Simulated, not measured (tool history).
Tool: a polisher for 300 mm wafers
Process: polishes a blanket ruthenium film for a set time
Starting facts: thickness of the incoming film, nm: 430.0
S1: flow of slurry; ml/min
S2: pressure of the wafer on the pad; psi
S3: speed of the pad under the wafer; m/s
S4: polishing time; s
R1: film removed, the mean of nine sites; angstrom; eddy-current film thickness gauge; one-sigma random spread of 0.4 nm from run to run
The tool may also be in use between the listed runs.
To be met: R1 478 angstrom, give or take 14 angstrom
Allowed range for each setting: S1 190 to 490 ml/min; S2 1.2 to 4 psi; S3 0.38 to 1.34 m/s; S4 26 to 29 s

{"run": 1, "hour": 0.0, "S1": 315, "S2": 2.6, "S3": 0.86, "S4": 29, "R1": 360.07}
{"run": 2, "hour": 2.9, "S1": 315, "S2": 3.1, "S3": 0.86, "S4": 29, "R1": 404.33}
{"run": 3, "hour": 4.8, "S1": 315, "S2": 2.5, "S3": 0.86, "S4": 29, "R1": 354.72}
{"run": 4, "hour": 13.3, "S1": 315, "S2": 2.8, "S3": 0.86, "S4": 29, "R1": 381.32}
{"run": 5, "hour": 14.8, "S1": 315, "S2": 3, "S3": 0.86, "S4": 29, "R1": 398.57}
{"run": 6, "hour": 20.7, "S1": 315, "S2": 3.2, "S3": 0.86, "S4": 29, "R1": 413.63}
{"run": 7, "hour": 28.7, "S1": 315, "S2": 3.4, "S3": 0.86, "S4": 29, "R1": 428.74}
{"run": 8, "hour": 32.3, "S1": 315, "S2": 3.5, "S3": 0.86, "S4": 29, "R1": 433.85}
{"run": 9, "hour": 37.9, "S1": 315, "S2": 3.6, "S3": 0.86, "S4": 29, "R1": 444.86}
{"run": 10, "hour": 46.5, "S1": 315, "S2": 3.7, "S3": 0.86, "S4": 29, "R1": 449.22}

Consider the 5 candidate settings below. Which is the only one whose results all fall within their allowed miss of target?
{"run": "A", "hour": 55.1, "S1": 305, "S2": 3.7, "S3": 1.02, "S4": 27, "R1": "?"}
{"run": "B", "hour": 55.1, "S1": 375, "S2": 4, "S3": 0.92, "S4": 29, "R1": "?"}
{"run": "C", "hour": 55.1, "S1": 430, "S2": 3.9, "S3": 0.78, "S4": 29, "R1": "?"}
{"run": "D", "hour": 55.1, "S1": 345, "S2": 3.8, "S3": 0.82, "S4": 27, "R1": "?"}
{"run": "E", "hour": 55.1, "S1": 415, "S2": 4, "S3": 0.92, "S4": 29, "R1": "?"}

move=A R1=480.66
move=B R1=508.91
move=C R1=445.08
move=D R1=417.36
move=E R1=511.67
A: every result lands within tolerance
B: carries the result that was furthest off beyond its target, to the other side
C: its largest miss is bigger than the last run's
D: its largest miss is bigger than the last run's
E: carries the result that was furthest off beyond its target, to the other side
The move that meets every target is A.
